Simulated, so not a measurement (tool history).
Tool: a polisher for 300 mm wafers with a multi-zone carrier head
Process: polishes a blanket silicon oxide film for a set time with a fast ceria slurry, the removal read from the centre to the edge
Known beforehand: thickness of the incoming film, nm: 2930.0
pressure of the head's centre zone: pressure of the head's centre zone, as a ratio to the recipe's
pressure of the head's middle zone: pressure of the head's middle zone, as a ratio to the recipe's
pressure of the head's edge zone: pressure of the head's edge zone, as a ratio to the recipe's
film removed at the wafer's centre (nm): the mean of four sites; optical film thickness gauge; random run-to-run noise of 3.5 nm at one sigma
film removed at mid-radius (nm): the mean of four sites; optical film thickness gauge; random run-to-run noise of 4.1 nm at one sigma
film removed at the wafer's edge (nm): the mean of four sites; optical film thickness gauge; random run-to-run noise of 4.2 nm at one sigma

run	hour	flow of slurry (ml/min)	pressure of the head's centre zone	pressure of the head's middle zone	pressure of the head's edge zone	polishing time (s)	film removed at the wafer's centre (nm)	film removed at mid-radius (nm)	film removed at the wafer's edge (nm)
1	0	180	1	1	1	31	410.32	396.79	414.53
2	2.6	180	1	1	0.95	31	414.51	402.17	400.64
3	7.4	180	1.09	1	0.95	31	448.55	404.32	408.02
4	15	170	1.08	0.99	0.92	31	440.92	392.35	391.55
5	23.9	170	1.17	0.99	0.92	31	482.24	390.44	393.81
# hour 25.5: slurry nozzle cleaned
6	25.5	160	1.14	0.99	0.9	31	484.93	406.85	397.45
7	27.9	155	1.11	0.98	0.89	30	464.34	403.8	386.75
8	36.9	160	1.1	0.98	0.89	29	440.12	380.73	371.99
9	42.3	160	1.09	0.98	0.89	29	433.27	376.43	366.64

Predict the results of run 10:
10	44.4	160	1.08	0.98	0.88	29	?	?	?

Logged for run 10: film removed at the wafer's centre (nm) 427.82, film removed at mid-radius (nm) 384.15, film removed at the wafer's edge (nm) 366.68.
